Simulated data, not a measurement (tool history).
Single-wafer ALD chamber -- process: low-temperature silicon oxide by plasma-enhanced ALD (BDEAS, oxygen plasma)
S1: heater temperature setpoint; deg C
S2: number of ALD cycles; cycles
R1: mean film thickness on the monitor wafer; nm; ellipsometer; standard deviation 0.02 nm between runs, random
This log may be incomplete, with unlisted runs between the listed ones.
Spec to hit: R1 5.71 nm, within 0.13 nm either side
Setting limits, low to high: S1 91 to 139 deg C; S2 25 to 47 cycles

Run 1, hour 0: S1 115 deg C, S2 36 cycles. Result: R1 4.5325 nm.
Run 2, hour 4.9: S1 114 deg C, S2 37 cycles. Result: R1 4.6319 nm.
Run 3, hour 5.5: S1 110 deg C, S2 37 cycles. Result: R1 4.6835 nm.
Run 4, hour 10.3: S1 110 deg C, S2 38 cycles. Result: R1 4.8115 nm.
Run 5, hour 11.9: S1 110 deg C, S2 39 cycles. Result: R1 4.9528 nm.
At hour 19.5: thermocouple changed; heater temperature recalibrated.
Run 6, hour 19.5: S1 110 deg C, S2 40 cycles. Result: R1 5.0927 nm.
Run 7, hour 26.4: S1 110 deg C, S2 40 cycles. Result: R1 5.121 nm.
Run 8, hour 31.8: S1 110 deg C, S2 41 cycles. Result: R1 5.2475 nm.
Run 9, hour 38.7: S1 110 deg C, S2 42 cycles. Result: R1 5.3527 nm.

Pick the move, out of 5, that brings all results within their allowed miss; only one does.
Run A, hour 45.6: S1 112 deg C, S2 42 cycles. Result: R1 ?.
Run B, hour 45.6: S1 116 deg C, S2 42 cycles. Result: R1 ?.
Run C, hour 45.6: S1 108 deg C, S2 42 cycles. Result: R1 ?.
Run D, hour 45.6: S1 120 deg C, S2 46 cycles. Result: R1 ?.
Run E, hour 45.6: S1 110 deg C, S2 47 cycles. Result: R1 ?.

move      R1
   A  5.3549
   B  5.3105
   C  5.3993
   D  5.7677
   E  6.0173
A: about as far from the targets as the last run
B: its largest miss is bigger than the last run's
C: an improvement on the last run, though not all results are within tolerance
D: in spec on every target
E: pushes the last run's worst result past its target
Move D is the one to make.
